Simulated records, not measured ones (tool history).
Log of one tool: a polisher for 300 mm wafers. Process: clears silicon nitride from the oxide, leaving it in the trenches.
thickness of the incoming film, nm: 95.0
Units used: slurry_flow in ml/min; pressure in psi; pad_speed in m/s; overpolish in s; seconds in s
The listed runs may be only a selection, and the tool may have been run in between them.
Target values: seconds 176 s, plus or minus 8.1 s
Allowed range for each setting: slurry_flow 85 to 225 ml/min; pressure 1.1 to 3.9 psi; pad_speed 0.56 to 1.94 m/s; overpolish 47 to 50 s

Run 1, day 0: slurry_flow 145 ml/min, pressure 2.5 psi, pad_speed 1.24 m/s, overpolish 47 s. Result: seconds 100.26 s.
Run 2, day 0.183: slurry_flow 145 ml/min, pressure 2.5 psi, pad_speed 1.5 m/s, overpolish 47 s. Result: seconds 85.681 s.
Run 3, day 0.379: slurry_flow 145 ml/min, pressure 2.2 psi, pad_speed 1.44 m/s, overpolish 47 s. Result: seconds 98.369 s.
Run 4, day 0.442: slurry_flow 145 ml/min, pressure 2.5 psi, pad_speed 1.44 m/s, overpolish 47 s. Result: seconds 88.482 s.
Run 5, day 0.812: slurry_flow 145 ml/min, pressure 2.2 psi, pad_speed 1.44 m/s, overpolish 47 s. Result: seconds 96.519 s.
At day 1.075: head pressure recalibrated.
Run 6, day 1.075: slurry_flow 145 ml/min, pressure 2.5 psi, pad_speed 1.44 m/s, overpolish 47 s. Result: seconds 95.47 s.
Run 7, day 1.362: slurry_flow 130 ml/min, pressure 1.8 psi, pad_speed 1.08 m/s, overpolish 47 s. Result: seconds 157.05 s.
Run 8, day 1.604: slurry_flow 125 ml/min, pressure 1.8 psi, pad_speed 1.08 m/s, overpolish 47 s. Result: seconds 159.6 s.
Run 9, day 1.692: slurry_flow 120 ml/min, pressure 1.8 psi, pad_speed 1.08 m/s, overpolish 47 s. Result: seconds 162.38 s.
Run 10, day 1.892: slurry_flow 115 ml/min, pressure 1.8 psi, pad_speed 1.08 m/s, overpolish 47 s. Result: seconds 160.83 s.

Pick the move, out of 5, that brings all results within their allowed miss; only one does.
Run A, day 2.092: slurry_flow 110 ml/min, pressure 1.5 psi, pad_speed 1.14 m/s, overpolish 47 s. Result: seconds ?.
Run B, day 2.092: slurry_flow 85 ml/min, pressure 1.3 psi, pad_speed 1.76 m/s, overpolish 50 s. Result: seconds ?.
Run C, day 2.092: slurry_flow 110 ml/min, pressure 1.7 psi, pad_speed 1.2 m/s, overpolish 50 s. Result: seconds ?.
Run D, day 2.092: slurry_flow 115 ml/min, pressure 1.7 psi, pad_speed 1.3 m/s, overpolish 47 s. Result: seconds ?.
Run E, day 2.092: slurry_flow 115 ml/min, pressure 1.8 psi, pad_speed 1.18 m/s, overpolish 50 s. Result: seconds ?.

move  seconds
   A   183.19
   B   150.42
   C    160.4
   D   149.39
   E   154.35
A: every result within its allowed miss
B: lands further from the targets than the last run did
C: no better and no worse than the last run
D: lands further from the targets than the last run did
E: lands further from the targets than the last run did
So the answer is move A, the one that meets all the targets.

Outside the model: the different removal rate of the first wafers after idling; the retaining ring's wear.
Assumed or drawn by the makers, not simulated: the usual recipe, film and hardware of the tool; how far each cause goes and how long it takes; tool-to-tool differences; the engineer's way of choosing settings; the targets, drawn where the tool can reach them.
